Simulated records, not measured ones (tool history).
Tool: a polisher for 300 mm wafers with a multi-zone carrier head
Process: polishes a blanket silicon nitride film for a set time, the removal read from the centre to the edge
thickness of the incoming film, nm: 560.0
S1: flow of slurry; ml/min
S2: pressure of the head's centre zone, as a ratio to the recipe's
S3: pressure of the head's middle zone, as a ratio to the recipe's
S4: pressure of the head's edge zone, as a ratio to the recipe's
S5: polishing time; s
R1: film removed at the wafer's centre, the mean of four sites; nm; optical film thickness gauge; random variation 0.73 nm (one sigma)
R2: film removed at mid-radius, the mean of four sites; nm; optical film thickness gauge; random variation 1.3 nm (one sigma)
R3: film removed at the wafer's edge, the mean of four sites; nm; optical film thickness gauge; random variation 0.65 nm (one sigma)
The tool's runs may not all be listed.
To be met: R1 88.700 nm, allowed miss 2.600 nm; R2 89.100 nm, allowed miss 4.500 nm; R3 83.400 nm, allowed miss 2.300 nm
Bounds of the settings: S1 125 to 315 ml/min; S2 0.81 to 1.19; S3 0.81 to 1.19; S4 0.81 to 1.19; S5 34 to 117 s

run	hour	S1	S2	S3	S4	S5	R1	R2	R3
1	0.0	205	1.00	1.00	1.00	75	95.529	96.379	93.485
2	8.7	205	1.00	1.06	1.00	75	97.136	102.120	93.250
3	11.2	195	1.00	1.04	0.97	74	95.665	98.121	90.341
4	17.4	195	1.00	1.04	0.97	87	110.420	116.750	107.410
5	20.0	195	0.99	1.02	0.95	83	105.240	107.600	100.540
6	23.1	190	0.97	1.01	0.92	81	100.660	103.720	96.977
7	29.4	185	0.96	1.00	0.90	79	97.630	102.610	93.940
8	33.9	180	0.96	0.99	0.89	77	94.817	96.573	91.305
9	41.2	175	0.96	0.99	0.88	76	93.401	92.045	88.991
10	47.0	170	0.95	1.00	0.86	75	90.029	93.012	87.005
11	54.9	165	0.95	1.00	0.85	75	89.779	94.002	85.409
12	57.0	160	0.95	0.99	0.85	75	88.702	90.101	85.878

5 next moves are on the table. One of them brings every result within its allowed miss. Which?
A	59.1	150	0.99	0.95	0.92	67	?	?	?
B	59.1	150	0.97	1.08	0.88	68	?	?	?
C	59.1	170	1.03	1.06	0.96	69	?	?	?
D	59.1	225	0.98	1.00	0.81	69	?	?	?
E	59.1	155	1.06	0.89	0.89	68	?	?	?

move	R1	R2	R3
A	81.180	80.288	78.842
B	81.105	89.345	78.461
C	88.139	90.997	83.627
D	87.979	90.384	80.147
E	87.555	78.216	79.263
A: takes the result that was furthest off past its target
B: takes the result that was furthest off past its target
C: meets every target
D: takes the result that was furthest off past its target
E: takes the result that was furthest off past its target
Move C is the one to make.

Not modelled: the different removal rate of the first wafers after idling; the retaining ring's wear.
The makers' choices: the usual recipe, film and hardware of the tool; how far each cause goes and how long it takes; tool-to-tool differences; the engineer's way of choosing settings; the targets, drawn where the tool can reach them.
